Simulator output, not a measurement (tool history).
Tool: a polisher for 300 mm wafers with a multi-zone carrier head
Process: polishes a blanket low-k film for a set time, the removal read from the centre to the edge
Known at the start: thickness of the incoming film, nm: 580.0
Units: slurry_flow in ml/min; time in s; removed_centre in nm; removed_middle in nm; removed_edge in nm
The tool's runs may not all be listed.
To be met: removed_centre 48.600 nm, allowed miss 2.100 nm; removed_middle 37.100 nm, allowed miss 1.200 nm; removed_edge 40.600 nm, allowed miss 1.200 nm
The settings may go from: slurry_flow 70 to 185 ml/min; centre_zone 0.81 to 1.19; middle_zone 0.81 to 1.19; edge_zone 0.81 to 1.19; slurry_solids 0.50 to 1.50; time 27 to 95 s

Run 1, hour 0.0: slurry_flow 120 ml/min, centre_zone 1.00, middle_zone 1.00, edge_zone 1.00, slurry_solids 1.00, time 61 s. Result: removed_centre 30.641 nm, removed_middle 30.933 nm, removed_edge 30.463 nm.
Run 2, hour 1.7: slurry_flow 120 ml/min, centre_zone 1.00, middle_zone 1.00, edge_zone 1.06, slurry_solids 1.00, time 61 s. Result: removed_centre 31.322 nm, removed_middle 31.054 nm, removed_edge 31.240 nm.
Run 3, hour 7.3: slurry_flow 120 ml/min, centre_zone 1.00, middle_zone 1.07, edge_zone 1.06, slurry_solids 1.00, time 61 s. Result: removed_centre 30.729 nm, removed_middle 32.850 nm, removed_edge 31.188 nm.
Run 4, hour 14.6: slurry_flow 120 ml/min, centre_zone 1.00, middle_zone 1.14, edge_zone 1.06, slurry_solids 1.00, time 61 s. Result: removed_centre 30.479 nm, removed_middle 34.180 nm, removed_edge 31.066 nm.
Run 5, hour 19.2: slurry_flow 130 ml/min, centre_zone 1.04, middle_zone 1.09, edge_zone 1.09, slurry_solids 1.05, time 61 s. Result: removed_centre 33.577 nm, removed_middle 34.531 nm, removed_edge 32.138 nm.
Run 6, hour 23.1: slurry_flow 120 ml/min, centre_zone 1.04, middle_zone 1.09, edge_zone 1.09, slurry_solids 1.05, time 61 s. Result: removed_centre 31.350 nm, removed_middle 33.390 nm, removed_edge 32.041 nm.
At hour 31.9: worn pad replaced by a new one.
Run 7, hour 31.9: slurry_flow 130 ml/min, centre_zone 1.07, middle_zone 1.03, edge_zone 1.11, slurry_solids 1.15, time 61 s. Result: removed_centre 37.547 nm, removed_middle 36.231 nm, removed_edge 36.652 nm.
Run 8, hour 38.1: slurry_flow 160 ml/min, centre_zone 1.17, middle_zone 0.93, edge_zone 1.09, slurry_solids 1.10, time 61 s. Result: removed_centre 42.445 nm, removed_middle 33.994 nm, removed_edge 36.097 nm.
Run 9, hour 44.4: slurry_flow 160 ml/min, centre_zone 1.17, middle_zone 0.93, edge_zone 1.09, slurry_solids 1.10, time 61 s. Result: removed_centre 42.018 nm, removed_middle 34.046 nm, removed_edge 36.182 nm.
Run 10, hour 46.7: slurry_flow 165 ml/min, centre_zone 1.18, middle_zone 0.92, edge_zone 1.09, slurry_solids 1.15, time 61 s. Result: removed_centre 42.651 nm, removed_middle 33.952 nm, removed_edge 37.122 nm.
Run 11, hour 51.1: slurry_flow 170 ml/min, centre_zone 1.18, middle_zone 0.91, edge_zone 1.07, slurry_solids 1.15, time 63 s. Result: removed_centre 45.716 nm, removed_middle 35.250 nm, removed_edge 38.398 nm.
Run 12, hour 51.8: slurry_flow 175 ml/min, centre_zone 1.18, middle_zone 0.91, edge_zone 1.07, slurry_solids 1.15, time 63 s. Result: removed_centre 45.087 nm, removed_middle 35.112 nm, removed_edge 38.051 nm.
Run 13, hour 59.7: slurry_flow 175 ml/min, centre_zone 1.18, middle_zone 0.91, edge_zone 1.07, slurry_solids 1.20, time 63 s. Result: removed_centre 46.502 nm, removed_middle 35.270 nm, removed_edge 38.422 nm.

4 next moves are on the table. One of them brings every result within its allowed miss. Which?
Run A, hour 67.6: slurry_flow 180 ml/min, centre_zone 1.17, middle_zone 0.92, edge_zone 1.08, slurry_solids 1.15, time 63 s. Result: removed_centre ?, removed_middle ?, removed_edge ?.
Run B, hour 67.6: slurry_flow 180 ml/min, centre_zone 1.12, middle_zone 0.93, edge_zone 1.08, slurry_solids 1.15, time 66 s. Result: removed_centre ?, removed_middle ?, removed_edge ?.
Run C, hour 67.6: slurry_flow 185 ml/min, centre_zone 1.15, middle_zone 0.86, edge_zone 1.01, slurry_solids 1.30, time 66 s. Result: removed_centre ?, removed_middle ?, removed_edge ?.
Run D, hour 67.6: slurry_flow 175 ml/min, centre_zone 1.18, middle_zone 0.84, edge_zone 1.07, slurry_solids 1.25, time 59 s. Result: removed_centre ?, removed_middle ?, removed_edge ?.

move  removed_centre  removed_middle  removed_edge
   A          46.038          36.087        39.008
   B          46.159          38.158        40.860
   C          49.737          37.518        41.465
   D          44.544          32.147        37.375
A: nearer than the last run, and not there yet
B: brings the result that was furthest off to its target, and leaves another outside
C: meets every target
D: further off than the last run
The right move is C.

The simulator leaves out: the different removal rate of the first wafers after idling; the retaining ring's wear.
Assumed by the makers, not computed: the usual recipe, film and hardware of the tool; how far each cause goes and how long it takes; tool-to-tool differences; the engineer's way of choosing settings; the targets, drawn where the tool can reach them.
